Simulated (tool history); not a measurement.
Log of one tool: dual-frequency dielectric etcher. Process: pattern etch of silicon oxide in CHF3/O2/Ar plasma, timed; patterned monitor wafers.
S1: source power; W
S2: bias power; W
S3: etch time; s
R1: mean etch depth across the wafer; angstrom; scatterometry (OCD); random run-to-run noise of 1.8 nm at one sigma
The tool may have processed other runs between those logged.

run    day   S1   S2   S3      R1
  1      0  710  191  315  6910.6
  2  0.371  760  193  315  7139.3
  3  0.704  760  223  315  7545.8
  4  1.042  770  224  315  7589.8
  5  1.108  770  224  315  7599.1
  6  1.333  700  224  315  7311.5
  7  1.629  730  225  315  7440.7
  8  1.717  750  226  315  7534.8

Forecast run 9:
  9  1.796  760  227  315   ?

{"run 9": {"R1": 7588.4}}
